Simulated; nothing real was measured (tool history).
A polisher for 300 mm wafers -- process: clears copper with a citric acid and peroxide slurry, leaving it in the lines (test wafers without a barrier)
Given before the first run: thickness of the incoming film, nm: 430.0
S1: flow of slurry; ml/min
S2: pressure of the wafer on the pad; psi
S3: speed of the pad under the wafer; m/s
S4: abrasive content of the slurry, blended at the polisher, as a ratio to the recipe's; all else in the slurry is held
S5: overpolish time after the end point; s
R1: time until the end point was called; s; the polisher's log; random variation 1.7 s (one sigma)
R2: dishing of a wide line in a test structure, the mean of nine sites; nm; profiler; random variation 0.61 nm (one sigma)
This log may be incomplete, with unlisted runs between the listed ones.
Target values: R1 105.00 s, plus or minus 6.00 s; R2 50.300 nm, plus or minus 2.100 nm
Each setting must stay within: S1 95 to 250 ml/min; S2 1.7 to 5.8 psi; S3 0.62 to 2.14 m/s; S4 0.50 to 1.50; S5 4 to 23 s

run	hour	S1	S2	S3	S4	S5	R1	R2
1	0.0	160	3.7	1.38	1.00	12	119.83	32.006
2	1.4	160	3.7	1.38	0.85	12	123.63	30.357
3	9.5	160	3.8	1.38	0.90	13	120.71	34.338
4	17.6	125	3.8	1.38	0.90	13	124.72	33.367
5	19.6	125	3.9	1.38	0.90	14	120.93	35.738
6	28.3	125	3.2	1.38	0.90	14	145.75	30.304
7	29.4	125	3.4	1.38	0.90	14	138.65	32.140
8	32.6	125	3.6	1.38	0.90	14	132.67	33.568

Which of these 4 next moves meets every target?
A	35.8	135	3.5	1.10	1.15	10	?	?
B	35.8	130	3.1	1.40	0.80	21	?	?
C	35.8	135	4.0	1.56	0.90	18	?	?
D	35.8	110	3.1	1.78	0.70	17	?	?

move	R1	R2
A	156.77	20.324
B	148.78	40.664
C	102.09	49.307
D	124.16	39.635
A: further off than the last run
B: closes in on the targets versus the last run, not all within tolerance yet
C: hits every target within its allowed miss
D: closes in on the targets versus the last run, not all within tolerance yet
Correct choice: C, which meets every target
